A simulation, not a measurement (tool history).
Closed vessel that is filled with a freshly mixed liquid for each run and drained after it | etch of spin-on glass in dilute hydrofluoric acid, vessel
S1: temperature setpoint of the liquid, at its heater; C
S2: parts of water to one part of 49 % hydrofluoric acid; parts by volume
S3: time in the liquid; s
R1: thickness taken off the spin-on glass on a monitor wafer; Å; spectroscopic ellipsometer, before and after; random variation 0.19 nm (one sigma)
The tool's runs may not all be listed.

run 1 hour=0.0 | S1=24.0 S2=60 S3=105 | R1=596.55
run 2 hour=3.0 | S1=24.0 S2=60 S3=105 | R1=593.45
run 3 hour=11.4 | S1=24.0 S2=70 S3=105 | R1=504.72
run 4 hour=14.6 | S1=24.0 S2=80 S3=105 | R1=435.53
run 5 hour=16.4 | S1=22.5 S2=80 S3=105 | R1=408.99
run 6 hour=20.2 | S1=21.5 S2=80 S3=105 | R1=390.89

The next listed run, before its measurement:
run 7 hour=27.2 | S1=21.0 S2=80 S3=105 | R1=?

Run 7 gave R1 388.48 Å.
